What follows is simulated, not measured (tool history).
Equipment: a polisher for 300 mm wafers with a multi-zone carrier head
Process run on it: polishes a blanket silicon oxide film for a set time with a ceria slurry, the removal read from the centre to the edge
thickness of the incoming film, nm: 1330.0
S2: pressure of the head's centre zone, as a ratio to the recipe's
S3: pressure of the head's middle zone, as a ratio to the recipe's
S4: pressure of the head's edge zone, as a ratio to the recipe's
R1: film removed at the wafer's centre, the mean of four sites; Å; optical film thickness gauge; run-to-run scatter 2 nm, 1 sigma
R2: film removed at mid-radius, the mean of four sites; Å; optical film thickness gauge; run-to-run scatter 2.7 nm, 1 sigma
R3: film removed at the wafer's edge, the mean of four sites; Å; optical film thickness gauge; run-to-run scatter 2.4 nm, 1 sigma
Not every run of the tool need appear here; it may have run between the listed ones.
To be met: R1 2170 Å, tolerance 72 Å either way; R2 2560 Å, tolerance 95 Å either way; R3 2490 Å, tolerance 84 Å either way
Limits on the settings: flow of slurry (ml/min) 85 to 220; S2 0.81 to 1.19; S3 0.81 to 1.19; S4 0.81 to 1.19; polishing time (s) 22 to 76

{"run": 1, "day": 0.0, "flow of slurry (ml/min)": 140, "S2": 1, "S3": 1, "S4": 1, "polishing time (s)": 49, "R1": 2028.4, "R2": 1915, "R3": 1930}
{"run": 2, "day": 0.092, "flow of slurry (ml/min)": 140, "S2": 1, "S3": 1, "S4": 1, "polishing time (s)": 54, "R1": 2259.3, "R2": 2066.4, "R3": 2113.5}
{"run": 3, "day": 0.3, "flow of slurry (ml/min)": 140, "S2": 0.93, "S3": 1, "S4": 1, "polishing time (s)": 54, "R1": 2094.8, "R2": 2093, "R3": 2115.5}
{"run": 4, "day": 0.642, "flow of slurry (ml/min)": 140, "S2": 0.93, "S3": 1, "S4": 0.97, "polishing time (s)": 54, "R1": 2111.7, "R2": 2108.8, "R3": 2124.9}
{"run": 5, "day": 0.962, "flow of slurry (ml/min)": 140, "S2": 0.93, "S3": 1, "S4": 1.01, "polishing time (s)": 54, "R1": 2138.5, "R2": 2127.6, "R3": 2180}
{"run": 6, "day": 1.096, "flow of slurry (ml/min)": 140, "S2": 0.88, "S3": 1, "S4": 1.01, "polishing time (s)": 54, "R1": 1953.2, "R2": 2110.6, "R3": 2151.6}
{"run": 7, "day": 1.188, "flow of slurry (ml/min)": 140, "S2": 0.88, "S3": 1, "S4": 1.01, "polishing time (s)": 54, "R1": 2020.6, "R2": 2108.4, "R3": 2154.5}
{"day": 1.312, "done": "centre zone pressure recalibrated"}
{"run": 8, "day": 1.312, "flow of slurry (ml/min)": 155, "S2": 0.86, "S3": 1.02, "S4": 1.04, "polishing time (s)": 55, "R1": 1896.8, "R2": 2221.9, "R3": 2215.2}
{"run": 9, "day": 1.608, "flow of slurry (ml/min)": 155, "S2": 0.86, "S3": 1.02, "S4": 1.04, "polishing time (s)": 55, "R1": 1950.3, "R2": 2203, "R3": 2254.5}
{"run": 10, "day": 1.933, "flow of slurry (ml/min)": 160, "S2": 0.87, "S3": 1.04, "S4": 1.05, "polishing time (s)": 56, "R1": 1962.8, "R2": 2279, "R3": 2308.4}
{"run": 11, "day": 2.008, "flow of slurry (ml/min)": 165, "S2": 0.88, "S3": 1.06, "S4": 1.05, "polishing time (s)": 57, "R1": 2036.7, "R2": 2374.8, "R3": 2317.2}
{"run": 12, "day": 2.108, "flow of slurry (ml/min)": 170, "S2": 0.88, "S3": 1.06, "S4": 1.06, "polishing time (s)": 58, "R1": 2109, "R2": 2445.3, "R3": 2420.6}

4 candidate next runs follow, results not yet known. Just one meets every target within its allowed miss. Identify it.
{"run": "A", "day": 2.208, "flow of slurry (ml/min)": 150, "S2": 0.9, "S3": 1.11, "S4": 1.1, "polishing time (s)": 60, "R1": "?", "R2": "?", "R3": "?"}
{"run": "B", "day": 2.208, "flow of slurry (ml/min)": 170, "S2": 0.9, "S3": 1.1, "S4": 0.99, "polishing time (s)": 57, "R1": "?", "R2": "?", "R3": "?"}
{"run": "C", "day": 2.208, "flow of slurry (ml/min)": 190, "S2": 0.81, "S3": 1.03, "S4": 1.14, "polishing time (s)": 59, "R1": "?", "R2": "?", "R3": "?"}
{"run": "D", "day": 2.208, "flow of slurry (ml/min)": 170, "S2": 0.92, "S3": 1.12, "S4": 0.99, "polishing time (s)": 57, "R1": "?", "R2": "?", "R3": "?"}

move=A R1=2158 R2=2585.6 R3=2495.7
move=B R1=2096 R2=2486.2 R3=2283.4
move=C R1=1992.2 R2=2473.2 R3=2567.7
move=D R1=2141.9 R2=2524.6 R3=2282.8
A: meets every target
B: corrects the largest miss of the last run, while another result sits out of spec
C: corrects the largest miss of the last run, while another result sits out of spec
D: corrects the largest miss of the last run, while another result sits out of spec
The right move is A.
